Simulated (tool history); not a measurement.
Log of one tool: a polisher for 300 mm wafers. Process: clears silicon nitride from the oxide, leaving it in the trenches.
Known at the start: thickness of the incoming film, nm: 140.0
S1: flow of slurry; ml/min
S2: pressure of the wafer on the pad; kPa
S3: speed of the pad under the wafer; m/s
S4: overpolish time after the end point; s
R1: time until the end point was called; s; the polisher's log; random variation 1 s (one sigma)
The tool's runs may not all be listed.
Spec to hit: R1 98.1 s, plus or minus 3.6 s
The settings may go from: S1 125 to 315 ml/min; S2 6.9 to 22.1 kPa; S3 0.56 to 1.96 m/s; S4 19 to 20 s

run	day	S1	S2	S3	S4	R1
1	0	205	14.5	1.26	19	157.5
2	0.079	205	16.5	1.26	19	137.85
3	0.104	205	17.9	1.26	19	131.95
4	0.329	205	19.3	1.28	19	120.24
5	0.458	245	19.3	1.28	19	117.63
6	0.571	245	20	1.3	19	113.53
7	0.938	245	20.7	1.32	19	107.35
8	1.279	245	21.4	1.32	19	106.11
9	1.646	245	21.4	1.34	19	103.55

Consider the 4 candidate settings below. Which is the only one whose results all fall within their allowed miss of target?
A	2.012	195	21.4	1.28	19	?
B	2.012	200	21.4	1.44	19	?
C	2.012	255	21.4	1.3	19	?
D	2.012	240	20.7	1.34	19	?

move	R1
A	113.38
B	100.81
C	108.41
D	109.05
A: further off than the last run
B: all results land within tolerance of their targets
C: further off than the last run
D: further off than the last run
Move B is the one to make.
